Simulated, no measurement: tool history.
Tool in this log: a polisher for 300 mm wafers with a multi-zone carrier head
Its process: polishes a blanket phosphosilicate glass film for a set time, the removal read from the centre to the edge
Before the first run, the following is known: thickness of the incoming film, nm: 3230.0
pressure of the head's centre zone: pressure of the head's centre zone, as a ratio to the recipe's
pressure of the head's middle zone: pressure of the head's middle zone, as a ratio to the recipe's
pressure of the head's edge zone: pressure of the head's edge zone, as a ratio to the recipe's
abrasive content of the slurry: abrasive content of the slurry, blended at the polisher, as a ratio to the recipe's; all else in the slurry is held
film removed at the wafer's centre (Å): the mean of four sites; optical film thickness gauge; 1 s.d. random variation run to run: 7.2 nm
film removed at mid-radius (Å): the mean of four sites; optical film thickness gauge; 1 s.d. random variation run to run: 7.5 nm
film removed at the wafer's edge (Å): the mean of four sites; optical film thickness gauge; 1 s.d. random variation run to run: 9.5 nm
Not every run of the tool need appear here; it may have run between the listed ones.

| run | day | flow of slurry (ml/min) | pressure of the head's centre zone | pressure of the head's middle zone | pressure of the head's edge zone | abrasive content of the slurry | polishing time (s) | film removed at the wafer's centre (Å) | film removed at mid-radius (Å) | film removed at the wafer's edge (Å) |
|---|---|---|---|---|---|---|---|---|---|---|
| 1 | 0.000 | 185 | 1.00 | 1.00 | 1.00 | 1.00 | 58 | 7316.4 | 7335.8 | 7371.7 |
| 2 | 0.046 | 190 | 1.00 | 1.02 | 1.02 | 1.05 | 58 | 7394.7 | 7653.3 | 7472.1 |
| 3 | 0.083 | 190 | 1.00 | 1.09 | 1.02 | 1.05 | 58 | 7466.5 | 8035.0 | 7648.8 |
| 4 | 0.162 | 190 | 1.00 | 1.09 | 1.04 | 1.10 | 58 | 7536.5 | 8107.3 | 7764.5 |
| 5 | 0.446 | 195 | 1.00 | 1.09 | 1.06 | 1.15 | 59 | 7799.3 | 8557.1 | 7991.9 |
| 6 | 0.562 | 185 | 1.00 | 1.08 | 1.07 | 1.20 | 60 | 8030.3 | 8517.8 | 8426.7 |
| 7 | 0.842 | 185 | 1.00 | 1.09 | 1.08 | 1.25 | 60 | 8142.6 | 8806.0 | 8450.9 |
| 8 | 0.908 | 185 | 1.00 | 1.09 | 1.09 | 1.30 | 61 | 8422.6 | 9084.7 | 8900.9 |

What does the tool deliver on the next run?
| 9 | 1.254 | 190 | 1.00 | 1.09 | 1.10 | 1.35 | 61 | ? | ? | ? |

{"run 9": {"film removed at the wafer's centre (Å)": 8612.4, "film removed at mid-radius (Å)": 9096.9, "film removed at the wafer's edge (Å)": 9010.9}}

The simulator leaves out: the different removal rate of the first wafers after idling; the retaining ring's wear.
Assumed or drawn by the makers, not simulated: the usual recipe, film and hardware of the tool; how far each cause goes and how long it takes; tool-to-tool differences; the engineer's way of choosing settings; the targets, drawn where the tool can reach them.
